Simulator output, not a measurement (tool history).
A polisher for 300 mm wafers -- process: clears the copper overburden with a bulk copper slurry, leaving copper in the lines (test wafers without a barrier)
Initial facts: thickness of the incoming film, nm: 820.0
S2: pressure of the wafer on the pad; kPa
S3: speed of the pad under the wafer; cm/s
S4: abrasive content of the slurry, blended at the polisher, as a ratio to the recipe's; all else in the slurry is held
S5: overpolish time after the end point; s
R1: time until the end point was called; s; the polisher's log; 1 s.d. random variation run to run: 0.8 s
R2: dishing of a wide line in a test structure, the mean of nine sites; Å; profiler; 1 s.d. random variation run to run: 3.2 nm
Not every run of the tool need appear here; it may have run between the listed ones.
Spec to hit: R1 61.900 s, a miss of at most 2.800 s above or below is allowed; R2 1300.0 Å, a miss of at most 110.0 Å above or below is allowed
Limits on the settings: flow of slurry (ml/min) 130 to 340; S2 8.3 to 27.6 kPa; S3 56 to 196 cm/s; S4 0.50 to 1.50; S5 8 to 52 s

{"run": 1, "day": 0.0, "flow of slurry (ml/min)": 220, "S2": 17.9, "S3": 126, "S4": 1.0, "S5": 26, "R1": 84.961, "R2": 1096.4}
{"run": 2, "day": 0.242, "flow of slurry (ml/min)": 220, "S2": 19.3, "S3": 126, "S4": 1.0, "S5": 25, "R1": 81.433, "R2": 1116.0}
{"run": 3, "day": 0.412, "flow of slurry (ml/min)": 220, "S2": 15.9, "S3": 126, "S4": 1.0, "S5": 25, "R1": 91.702, "R2": 1025.2}
{"run": 4, "day": 0.612, "flow of slurry (ml/min)": 220, "S2": 17.9, "S3": 128, "S4": 1.0, "S5": 25, "R1": 85.705, "R2": 1114.1}
{"run": 5, "day": 0.792, "flow of slurry (ml/min)": 220, "S2": 17.9, "S3": 128, "S4": 0.8, "S5": 25, "R1": 89.067, "R2": 1087.8}
{"run": 6, "day": 0.979, "flow of slurry (ml/min)": 270, "S2": 17.9, "S3": 128, "S4": 0.8, "S5": 25, "R1": 87.575, "R2": 1101.3}
{"run": 7, "day": 1.283, "flow of slurry (ml/min)": 270, "S2": 19.3, "S3": 130, "S4": 0.8, "S5": 24, "R1": 81.218, "R2": 1118.9}
{"run": 8, "day": 1.658, "flow of slurry (ml/min)": 270, "S2": 20.7, "S3": 130, "S4": 0.8, "S5": 24, "R1": 78.926, "R2": 1104.4}
{"run": 9, "day": 1.833, "flow of slurry (ml/min)": 270, "S2": 22.1, "S3": 132, "S4": 0.8, "S5": 25, "R1": 72.973, "R2": 1214.1}
{"run": 10, "day": 2.133, "flow of slurry (ml/min)": 270, "S2": 22.8, "S3": 132, "S4": 0.8, "S5": 25, "R1": 72.191, "R2": 1265.2}
{"run": 11, "day": 2.204, "flow of slurry (ml/min)": 270, "S2": 26.2, "S3": 136, "S4": 0.8, "S5": 19, "R1": 62.771, "R2": 1173.2}

Exactly one of the 4 candidate moves below puts every result within its allowed miss. Which one?
{"run": "A", "day": 2.275, "flow of slurry (ml/min)": 335, "S2": 20.7, "S3": 136, "S4": 0.95, "S5": 29, "R1": "?", "R2": "?"}
{"run": "B", "day": 2.275, "flow of slurry (ml/min)": 265, "S2": 27.6, "S3": 128, "S4": 0.85, "S5": 34, "R1": "?", "R2": "?"}
{"run": "C", "day": 2.275, "flow of slurry (ml/min)": 250, "S2": 27.6, "S3": 122, "S4": 0.8, "S5": 41, "R1": "?", "R2": "?"}
{"run": "D", "day": 2.275, "flow of slurry (ml/min)": 280, "S2": 27.6, "S3": 130, "S4": 0.85, "S5": 22, "R1": "?", "R2": "?"}

move=A R1=70.726 R2=1384.2
move=B R1=63.345 R2=1632.6
move=C R1=67.554 R2=1704.7
move=D R1=62.120 R2=1348.3
A: puts the biggest miss on target and leaves a different result outside tolerance
B: carries the result that was furthest off beyond its target, to the other side
C: carries the result that was furthest off beyond its target, to the other side
D: all results land within tolerance of their targets
Correct choice: D, which meets every target
